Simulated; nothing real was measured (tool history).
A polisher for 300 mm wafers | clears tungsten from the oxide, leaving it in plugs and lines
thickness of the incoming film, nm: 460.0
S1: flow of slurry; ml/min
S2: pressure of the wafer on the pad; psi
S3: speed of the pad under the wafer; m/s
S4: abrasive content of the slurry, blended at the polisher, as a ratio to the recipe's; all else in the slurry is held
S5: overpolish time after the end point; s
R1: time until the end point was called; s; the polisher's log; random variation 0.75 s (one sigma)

Run 1, hour 0.0: S1 295 ml/min, S2 4.5 psi, S3 1.30 m/s, S4 1.0, S5 33 s. Result: R1 69.843 s.
Run 2, hour 2.8: S1 230 ml/min, S2 4.5 psi, S3 1.30 m/s, S4 1.0, S5 33 s. Result: R1 72.602 s.
Run 3, hour 11.4: S1 175 ml/min, S2 4.5 psi, S3 1.30 m/s, S4 1.0, S5 33 s. Result: R1 75.149 s.
Run 4, hour 14.7: S1 180 ml/min, S2 4.7 psi, S3 1.30 m/s, S4 1.0, S5 33 s. Result: R1 71.358 s.
Run 5, hour 18.2: S1 180 ml/min, S2 4.7 psi, S3 1.30 m/s, S4 0.8, S5 33 s. Result: R1 73.193 s.
Run 6, hour 23.2: S1 185 ml/min, S2 4.9 psi, S3 1.30 m/s, S4 0.8, S5 33 s. Result: R1 70.249 s.
Run 7, hour 30.1: S1 190 ml/min, S2 5.1 psi, S3 1.30 m/s, S4 0.8, S5 33 s. Result: R1 68.070 s.

Forecast run 8:
Run 8, hour 36.8: S1 190 ml/min, S2 5.2 psi, S3 1.30 m/s, S4 0.8, S5 33 s. Result: R1 ?.

Run 8 gave R1 67.095 s.

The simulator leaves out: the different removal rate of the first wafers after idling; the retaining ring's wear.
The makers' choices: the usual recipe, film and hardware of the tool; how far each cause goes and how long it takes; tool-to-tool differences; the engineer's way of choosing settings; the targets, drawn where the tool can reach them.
